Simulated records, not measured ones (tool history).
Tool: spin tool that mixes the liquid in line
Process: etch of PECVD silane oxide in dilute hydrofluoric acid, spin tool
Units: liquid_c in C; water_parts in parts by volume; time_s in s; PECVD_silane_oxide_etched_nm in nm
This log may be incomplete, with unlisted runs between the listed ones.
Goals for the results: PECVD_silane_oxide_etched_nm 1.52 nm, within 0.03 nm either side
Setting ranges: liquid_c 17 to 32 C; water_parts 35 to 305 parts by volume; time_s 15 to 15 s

run 1 hour=0 | liquid_c=24 water_parts=170 time_s=15 | PECVD_silane_oxide_etched_nm=2.0975
run 2 hour=6.1 | liquid_c=24 water_parts=170 time_s=15 | PECVD_silane_oxide_etched_nm=2.0999
run 3 hour=8.4 | liquid_c=24 water_parts=170 time_s=15 | PECVD_silane_oxide_etched_nm=2.1052
run 4 hour=17.1 | liquid_c=22.5 water_parts=175 time_s=15 | PECVD_silane_oxide_etched_nm=1.889
run 5 hour=18.6 | liquid_c=22.5 water_parts=155 time_s=15 | PECVD_silane_oxide_etched_nm=2.1762
run 6 hour=26.8 | liquid_c=25.5 water_parts=155 time_s=15 | PECVD_silane_oxide_etched_nm=2.4556
run 7 hour=29.7 | liquid_c=25.5 water_parts=155 time_s=15 | PECVD_silane_oxide_etched_nm=2.4623
run 8 hour=30.5 | liquid_c=23.5 water_parts=160 time_s=15 | PECVD_silane_oxide_etched_nm=2.1869
run 9 hour=33.6 | liquid_c=22 water_parts=165 time_s=15 | PECVD_silane_oxide_etched_nm=1.9927

5 candidate next runs follow, results not yet known. Just one meets every target within its allowed miss. Identify it.
run A hour=36.7 | liquid_c=20 water_parts=140 time_s=15 | PECVD_silane_oxide_etched_nm=?
run B hour=36.7 | liquid_c=22.5 water_parts=150 time_s=15 | PECVD_silane_oxide_etched_nm=?
run C hour=36.7 | liquid_c=22 water_parts=130 time_s=15 | PECVD_silane_oxide_etched_nm=?
run D hour=36.7 | liquid_c=24.5 water_parts=135 time_s=15 | PECVD_silane_oxide_etched_nm=?
run E hour=36.7 | liquid_c=21 water_parts=200 time_s=15 | PECVD_silane_oxide_etched_nm=?

move=A PECVD_silane_oxide_etched_nm=2.2109
move=B PECVD_silane_oxide_etched_nm=2.2528
move=C PECVD_silane_oxide_etched_nm=2.6063
move=D PECVD_silane_oxide_etched_nm=2.7509
move=E PECVD_silane_oxide_etched_nm=1.5131
A: moves away from the targets compared with the last run
B: moves away from the targets compared with the last run
C: moves away from the targets compared with the last run
D: moves away from the targets compared with the last run
E: every result lands within tolerance
Correct choice: E, which meets every target
